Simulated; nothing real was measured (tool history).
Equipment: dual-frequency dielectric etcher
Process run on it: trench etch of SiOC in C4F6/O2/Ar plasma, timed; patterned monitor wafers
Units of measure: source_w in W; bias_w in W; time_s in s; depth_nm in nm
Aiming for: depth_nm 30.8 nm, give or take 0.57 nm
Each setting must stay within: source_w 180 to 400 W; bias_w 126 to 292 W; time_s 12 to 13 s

Run 1, hour 0: source_w 290 W, bias_w 209 W, time_s 13 s. Result: depth_nm 26.736 nm.
Run 2, hour 2.3: source_w 290 W, bias_w 209 W, time_s 12 s. Result: depth_nm 24.789 nm.
Run 3, hour 5.6: source_w 320 W, bias_w 222 W, time_s 12 s. Result: depth_nm 26.13 nm.
Run 4, hour 6.7: source_w 340 W, bias_w 239 W, time_s 12 s. Result: depth_nm 27.462 nm.
Run 5, hour 14.4: source_w 340 W, bias_w 274 W, time_s 12 s. Result: depth_nm 28.881 nm.
Run 6, hour 22.3: source_w 340 W, bias_w 260 W, time_s 12 s. Result: depth_nm 28.278 nm.
Run 7, hour 27.5: source_w 350 W, bias_w 266 W, time_s 12 s. Result: depth_nm 28.999 nm.
Run 8, hour 35.3: source_w 360 W, bias_w 268 W, time_s 12 s. Result: depth_nm 29.325 nm.
Run 9, hour 43: source_w 370 W, bias_w 270 W, time_s 12 s. Result: depth_nm 29.571 nm.
Run 10, hour 47.5: source_w 380 W, bias_w 273 W, time_s 12 s. Result: depth_nm 30.134 nm.
Run 11, hour 54.8: source_w 380 W, bias_w 274 W, time_s 12 s. Result: depth_nm 30.183 nm.

4 next moves are on the table. One of them brings every result within its allowed miss. Which?
Run A, hour 62.1: source_w 370 W, bias_w 272 W, time_s 12.5 s. Result: depth_nm ?.
Run B, hour 62.1: source_w 330 W, bias_w 291 W, time_s 13 s. Result: depth_nm ?.
Run C, hour 62.1: source_w 400 W, bias_w 289 W, time_s 12.5 s. Result: depth_nm ?.
Run D, hour 62.1: source_w 360 W, bias_w 274 W, time_s 13 s. Result: depth_nm ?.

move  depth_nm
   A    31.092
   B      31.9
   C    32.719
   D    32.117
A: meets every target
B: pushes the last run's worst result past its target
C: pushes the last run's worst result past its target
D: pushes the last run's worst result past its target
A meets every target.
